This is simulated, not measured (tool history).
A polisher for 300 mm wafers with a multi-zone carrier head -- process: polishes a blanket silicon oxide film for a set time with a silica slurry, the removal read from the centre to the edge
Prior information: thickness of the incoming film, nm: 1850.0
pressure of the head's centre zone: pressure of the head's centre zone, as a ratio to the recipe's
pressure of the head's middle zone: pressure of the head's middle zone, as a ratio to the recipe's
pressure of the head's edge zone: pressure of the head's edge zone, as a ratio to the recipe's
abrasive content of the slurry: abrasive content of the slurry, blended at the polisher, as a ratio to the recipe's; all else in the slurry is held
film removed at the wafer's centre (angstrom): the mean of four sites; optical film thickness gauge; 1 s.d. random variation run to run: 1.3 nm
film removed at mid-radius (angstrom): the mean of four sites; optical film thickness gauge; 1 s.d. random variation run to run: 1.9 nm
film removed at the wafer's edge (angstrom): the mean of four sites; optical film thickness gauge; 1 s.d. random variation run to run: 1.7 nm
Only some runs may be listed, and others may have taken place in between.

run,day,flow of slurry (ml/min),pressure of the head's centre zone,pressure of the head's middle zone,pressure of the head's edge zone,abrasive content of the slurry,polishing time (s),film removed at the wafer's centre (angstrom),film removed at mid-radius (angstrom),film removed at the wafer's edge (angstrom)
1,0,290,1,1,1,1,85,3161.6,3176.1,3127.3
2,0.283,280,0.96,0.99,0.96,0.9,85,2903.5,2918.9,2916.1
3,0.517,280,1,0.99,0.96,0.9,85,2988,2905.9,2929.2
4,0.704,275,0.95,1.01,0.93,0.8,84,2642.6,2754.3,2642.1
5,1.054,275,0.95,1.01,0.93,0.95,84,2889.8,3037.1,2918.3
6,1.379,270,0.92,1.01,0.91,0.85,84,2633.3,2851.8,2699.3
7,1.738,260,0.89,1,0.89,0.8,84,2479.5,2711,2564.5
8,2.038,260,0.89,1,0.89,0.8,84,2442.7,2688,2584.6
9,2.208,255,0.88,1,0.87,0.75,84,2320.8,2579.8,2452.2

For run 10, what comes out?
10,2.421,245,0.87,1,0.86,0.75,84,?,?,?

{"run 10": {"film removed at the wafer's centre (angstrom)": 2305.6, "film removed at mid-radius (angstrom)": 2577.2, "film removed at the wafer's edge (angstrom)": 2404.4}}
